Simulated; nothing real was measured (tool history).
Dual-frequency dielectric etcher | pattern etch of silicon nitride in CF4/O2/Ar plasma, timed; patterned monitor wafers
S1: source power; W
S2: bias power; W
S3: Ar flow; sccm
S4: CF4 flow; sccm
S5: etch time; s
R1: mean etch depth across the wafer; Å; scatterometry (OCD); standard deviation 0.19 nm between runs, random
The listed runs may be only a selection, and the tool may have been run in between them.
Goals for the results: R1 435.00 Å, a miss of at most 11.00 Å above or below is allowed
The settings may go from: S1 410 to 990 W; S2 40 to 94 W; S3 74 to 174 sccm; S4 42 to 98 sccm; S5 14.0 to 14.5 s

Run 1, hour 0.0: S1 700 W, S2 67 W, S3 124 sccm, S4 70 sccm, S5 14.0 s. Result: R1 357.00 Å.
Run 2, hour 7.5: S1 700 W, S2 67 W, S3 140 sccm, S4 70 sccm, S5 14.0 s. Result: R1 343.35 Å.
Run 3, hour 8.8: S1 750 W, S2 68 W, S3 140 sccm, S4 70 sccm, S5 14.0 s. Result: R1 367.35 Å.
Run 4, hour 10.0: S1 780 W, S2 68 W, S3 140 sccm, S4 70 sccm, S5 14.0 s. Result: R1 377.81 Å.
Run 5, hour 12.4: S1 810 W, S2 68 W, S3 140 sccm, S4 70 sccm, S5 14.0 s. Result: R1 386.68 Å.
Run 6, hour 18.5: S1 840 W, S2 68 W, S3 140 sccm, S4 70 sccm, S5 14.0 s. Result: R1 396.88 Å.
Run 7, hour 25.7: S1 860 W, S2 68 W, S3 140 sccm, S4 70 sccm, S5 14.0 s. Result: R1 403.50 Å.
Run 8, hour 33.0: S1 880 W, S2 68 W, S3 140 sccm, S4 70 sccm, S5 14.0 s. Result: R1 411.64 Å.
Run 9, hour 38.3: S1 890 W, S2 68 W, S3 140 sccm, S4 70 sccm, S5 14.0 s. Result: R1 416.08 Å.
Run 10, hour 44.1: S1 900 W, S2 68 W, S3 140 sccm, S4 70 sccm, S5 14.0 s. Result: R1 420.19 Å.
Run 11, hour 50.8: S1 910 W, S2 68 W, S3 140 sccm, S4 70 sccm, S5 14.0 s. Result: R1 420.99 Å.

Below are 5 possible settings for the next run. Only one of them brings all results inside the allowed miss of their targets. Which is it?
Run A, hour 57.5: S1 870 W, S2 69 W, S3 140 sccm, S4 70 sccm, S5 14.0 s. Result: R1 ?.
Run B, hour 57.5: S1 810 W, S2 57 W, S3 116 sccm, S4 70 sccm, S5 14.5 s. Result: R1 ?.
Run C, hour 57.5: S1 810 W, S2 77 W, S3 148 sccm, S4 71 sccm, S5 14.5 s. Result: R1 ?.
Run D, hour 57.5: S1 940 W, S2 71 W, S3 140 sccm, S4 68 sccm, S5 14.0 s. Result: R1 ?.
Run E, hour 57.5: S1 790 W, S2 72 W, S3 133 sccm, S4 70 sccm, S5 14.5 s. Result: R1 ?.

move      R1
   A  412.49
   B  400.26
   C  414.88
   D  439.16
   E  406.96
A: lands further from the targets than the last run did
B: lands further from the targets than the last run did
C: lands further from the targets than the last run did
D: each result inside its tolerance
E: lands further from the targets than the last run did
The right move is D.
